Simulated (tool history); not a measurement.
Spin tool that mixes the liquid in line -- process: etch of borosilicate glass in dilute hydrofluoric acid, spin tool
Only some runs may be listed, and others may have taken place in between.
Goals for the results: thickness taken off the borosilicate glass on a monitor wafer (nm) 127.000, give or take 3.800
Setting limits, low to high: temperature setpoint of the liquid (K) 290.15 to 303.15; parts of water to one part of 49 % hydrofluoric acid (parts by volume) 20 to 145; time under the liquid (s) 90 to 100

run	hour	temperature setpoint of the liquid (K)	parts of water to one part of 49 % hydrofluoric acid (parts by volume)	time under the liquid (s)	thickness taken off the borosilicate glass on a monitor wafer (nm)
1	0.0	295.15	80	90	37.244
2	4.0	295.15	95	90	30.930
3	7.9	295.15	95	90	30.795
4	9.6	296.65	80	90	39.124
5	16.9	297.65	70	90	47.603
6	24.6	297.65	80	90	41.375
7	33.5	298.65	70	90	49.173
8	37.9	299.65	60	90	60.810
9	46.4	303.15	30	90	145.880
10	52.4	302.65	30	90	143.170
11	53.6	302.15	30	90	141.680

Exactly one of the 5 candidate moves below puts every result within its allowed miss. Which one?
A	54.8	300.65	25	90	?
B	54.8	303.15	35	100	?
C	54.8	303.15	30	100	?
D	54.8	303.15	40	100	?
E	54.8	298.15	30	95	?

move	thickness taken off the borosilicate glass on a monitor wafer (nm)
A	161.670
B	139.790
C	164.380
D	121.370
E	127.360
A: the biggest miss grows against the last run
B: closer than the last run, but not yet in spec
C: the biggest miss grows against the last run
D: moves the result that the last run missed by most past its target, out the other side
E: each result inside its tolerance
The right move is E.
